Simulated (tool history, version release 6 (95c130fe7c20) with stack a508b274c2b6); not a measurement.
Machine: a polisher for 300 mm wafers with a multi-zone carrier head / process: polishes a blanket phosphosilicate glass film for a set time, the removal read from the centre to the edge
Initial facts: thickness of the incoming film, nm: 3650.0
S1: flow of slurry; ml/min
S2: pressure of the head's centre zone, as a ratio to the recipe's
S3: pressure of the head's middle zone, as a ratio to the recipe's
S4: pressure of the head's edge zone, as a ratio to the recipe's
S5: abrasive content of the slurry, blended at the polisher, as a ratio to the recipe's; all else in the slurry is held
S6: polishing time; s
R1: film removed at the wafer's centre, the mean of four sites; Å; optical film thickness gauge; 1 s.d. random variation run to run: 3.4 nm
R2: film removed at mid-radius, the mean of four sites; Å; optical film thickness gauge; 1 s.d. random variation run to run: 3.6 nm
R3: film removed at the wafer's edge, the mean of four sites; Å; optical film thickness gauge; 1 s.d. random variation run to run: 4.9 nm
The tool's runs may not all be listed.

run  hour   S1    S2    S3    S4    S5  S6      R1      R2      R3
  1     0  250     1     1     1     1  72  5057.5  5001.4  5106.9
  2   5.7  295     1     1     1     1  72  5305.4  5280.6  5084.1
  3  11.3  290  0.98  0.98     1  0.95  70  4856.9  4885.3  4776.4
  4  13.8  280  0.97  0.96     1   0.9  69  4425.3  4569.1  4586.2
  5    20  280  0.97  0.96  0.94   0.9  69  4646.7    4542  4496.3
  6  27.1  280  0.97  0.96  0.98   0.9  69  4659.6  4590.1    4550
  7  31.9  270  0.96  0.95  0.99  0.85  68  4271.7  4294.2  4379.4
  8  36.1  265  0.95  0.94  0.99   0.8  67  4135.5  4062.1  4220.5
  9  44.2  265  0.94  0.93  0.99  0.75  66  3757.2  3816.4  4032.4
 10  45.7  265  0.93  0.92  0.98   0.7  66  3609.2  3595.8    3822
 11  52.7  265  0.92  0.91  0.98   0.7  66  3573.9  3653.9  3876.4
 12  56.3  265  0.91   0.9  0.97   0.7  66  3566.4  3624.9  3750.5

Run 13 comes next. What will it give?
 13  62.9  260  0.9  0.89  0.97  0.7  66   ?   ?   ?

Run 13 measured R1 3576.6 Å, R2 3602.7 Å, R3 3838.9 Å.
